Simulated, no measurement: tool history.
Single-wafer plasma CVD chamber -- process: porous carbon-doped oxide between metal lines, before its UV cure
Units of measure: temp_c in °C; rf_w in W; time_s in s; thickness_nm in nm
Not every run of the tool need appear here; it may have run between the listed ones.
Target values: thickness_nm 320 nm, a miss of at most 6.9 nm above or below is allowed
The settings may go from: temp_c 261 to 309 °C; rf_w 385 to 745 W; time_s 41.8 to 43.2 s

run  hour  temp_c  rf_w  time_s  thickness_nm
  1     0     285   565    41.8        274.65
  2   8.3     285   565    43.2         284.4
  3    15     282   570    43.2        290.18
  4  21.9     280   575    43.2        297.57
  5  27.1     289   575    43.2        280.35
  6  33.2     289   575    43.2        279.57
  7  39.1     289   575    43.2        281.76
  8  40.5     289   575    43.2        282.82

Which one of the following 4 next-run settings gets every result inside its allowed miss? There is exactly one.
  A  41.9     305   515    43.2             ?
  B  41.9     287   660    43.2             ?
  C  41.9     285   485    41.8             ?
  D  41.9     289   515    41.8             ?

move  thickness_nm
   A        237.92
   B        321.53
   C        246.55
   D        252.93
A: the biggest miss grows against the last run
B: all results land within tolerance of their targets
C: the biggest miss grows against the last run
D: the biggest miss grows against the last run
The move that meets every target is B.
